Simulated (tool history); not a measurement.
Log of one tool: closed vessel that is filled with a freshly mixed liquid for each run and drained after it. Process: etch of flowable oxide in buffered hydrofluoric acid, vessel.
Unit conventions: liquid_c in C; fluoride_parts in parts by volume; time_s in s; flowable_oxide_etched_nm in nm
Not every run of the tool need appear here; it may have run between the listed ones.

run 1 hour=0 | liquid_c=23 fluoride_parts=14 time_s=85 | flowable_oxide_etched_nm=238.95
run 2 hour=8.4 | liquid_c=23 fluoride_parts=10 time_s=85 | flowable_oxide_etched_nm=332.67
run 3 hour=12.4 | liquid_c=23 fluoride_parts=13 time_s=85 | flowable_oxide_etched_nm=257.5
run 4 hour=14.5 | liquid_c=23 fluoride_parts=13 time_s=95 | flowable_oxide_etched_nm=287.42
run 5 hour=20.8 | liquid_c=21.5 fluoride_parts=13.5 time_s=95 | flowable_oxide_etched_nm=255.29
run 6 hour=28.1 | liquid_c=21.5 fluoride_parts=16.5 time_s=95 | flowable_oxide_etched_nm=209.85

Run 7 has not been measured yet. What should we expect?
run 7 hour=36.3 | liquid_c=20.5 fluoride_parts=16.5 time_s=95 | flowable_oxide_etched_nm=?

{"run 7": {"flowable_oxide_etched_nm": 198.25}}
